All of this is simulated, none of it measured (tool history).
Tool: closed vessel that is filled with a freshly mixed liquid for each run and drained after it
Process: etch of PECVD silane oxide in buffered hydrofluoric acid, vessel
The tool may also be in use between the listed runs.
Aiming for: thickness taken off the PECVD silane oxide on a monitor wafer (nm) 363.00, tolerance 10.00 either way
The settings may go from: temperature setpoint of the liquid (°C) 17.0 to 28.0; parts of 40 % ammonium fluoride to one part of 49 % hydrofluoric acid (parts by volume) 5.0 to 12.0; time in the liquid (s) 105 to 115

run  hour  temperature setpoint of the liquid (°C)  parts of 40 % ammonium fluoride to one part of 49 % hydrofluoric acid (parts by volume)  time in the liquid (s)  thickness taken off the PECVD silane oxide on a monitor wafer (nm)
  1   0.0                                     20.0                                                                                      7.0                     105                                                              292.34
  2   2.4                                     20.0                                                                                      6.5                     105                                                              309.16
  3   3.3                                     20.0                                                                                      8.5                     105                                                              237.08
  4   7.5                                     22.5                                                                                      8.5                     105                                                              271.75
  5  14.0                                     24.0                                                                                      8.5                     105                                                              293.88
  6  16.2                                     25.0                                                                                      8.5                     105                                                              311.94
  7  17.3                                     26.0                                                                                      8.5                     105                                                              323.47
  8  23.3                                     26.5                                                                                      8.5                     105                                                              342.30
  9  24.9                                     26.5                                                                                      8.5                     105                                                              337.26
 10  28.2                                     27.0                                                                                      8.5                     105                                                              346.31

Consider the 4 candidate settings below. Which is the only one whose results all fall within their allowed miss of target?
  A  31.5                                     28.0                                                                                      9.5                     105                                                                   ?
  B  31.5                                     27.5                                                                                     10.5                     115                                                                   ?
  C  31.5                                     27.5                                                                                      9.0                     115                                                                   ?
  D  31.5                                     25.5                                                                                      8.5                     105                                                                   ?

move  thickness taken off the PECVD silane oxide on a monitor wafer (nm)
   A                                                              326.73
   B                                                              321.76
   C                                                              360.48
   D                                                              314.59
A: lands further from the targets than the last run did
B: lands further from the targets than the last run did
C: in spec on every target
D: lands further from the targets than the last run did
C is the move that brings every result within its allowed miss.
